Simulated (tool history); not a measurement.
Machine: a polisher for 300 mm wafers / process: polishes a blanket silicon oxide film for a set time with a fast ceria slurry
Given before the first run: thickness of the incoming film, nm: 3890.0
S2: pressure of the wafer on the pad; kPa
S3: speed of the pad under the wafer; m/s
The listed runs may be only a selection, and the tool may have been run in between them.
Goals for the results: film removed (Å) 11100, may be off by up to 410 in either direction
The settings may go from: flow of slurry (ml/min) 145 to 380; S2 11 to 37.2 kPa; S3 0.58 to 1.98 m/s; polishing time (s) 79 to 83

Run 1, hour 0: flow of slurry (ml/min) 245, S2 24.1 kPa, S3 1.28 m/s, polishing time (s) 79. Result: film removed (Å) 18915.
Run 2, hour 7.6: flow of slurry (ml/min) 275, S2 24.1 kPa, S3 1.28 m/s, polishing time (s) 79. Result: film removed (Å) 19185.
Run 3, hour 10: flow of slurry (ml/min) 275, S2 29 kPa, S3 1.28 m/s, polishing time (s) 79. Result: film removed (Å) 21847.
Run 4, hour 13.5: flow of slurry (ml/min) 275, S2 24.1 kPa, S3 1.2 m/s, polishing time (s) 79. Result: film removed (Å) 18128.
Run 5, hour 18.4: flow of slurry (ml/min) 275, S2 20 kPa, S3 1.16 m/s, polishing time (s) 79. Result: film removed (Å) 14772.
Run 6, hour 26.4: flow of slurry (ml/min) 275, S2 15.2 kPa, S3 1.16 m/s, polishing time (s) 79. Result: film removed (Å) 11986.
At hour 28: slurry nozzle cleaned.
Run 7, hour 28: flow of slurry (ml/min) 275, S2 14.5 kPa, S3 1.16 m/s, polishing time (s) 79. Result: film removed (Å) 12026.
Run 8, hour 31: flow of slurry (ml/min) 275, S2 13.8 kPa, S3 1.16 m/s, polishing time (s) 79. Result: film removed (Å) 11655.

Exactly one of the 4 candidate moves below puts every result within its allowed miss. Which one?
Run A, hour 34: flow of slurry (ml/min) 260, S2 13.1 kPa, S3 1.14 m/s, polishing time (s) 81. Result: film removed (Å) ?.
Run B, hour 34: flow of slurry (ml/min) 270, S2 12.4 kPa, S3 1.04 m/s, polishing time (s) 80. Result: film removed (Å) ?.
Run C, hour 34: flow of slurry (ml/min) 280, S2 12.4 kPa, S3 1.1 m/s, polishing time (s) 79. Result: film removed (Å) ?.
Run D, hour 34: flow of slurry (ml/min) 300, S2 15.2 kPa, S3 1.12 m/s, polishing time (s) 79. Result: film removed (Å) ?.

move  film removed (Å)
   A             11029
   B            9760.8
   C             10124
   D             12013
A: hits every target within its allowed miss
B: the result that was furthest off in the last run now lies on the other side of its target
C: the result that was furthest off in the last run now lies on the other side of its target
D: misses by more than the last run did
Answer: A
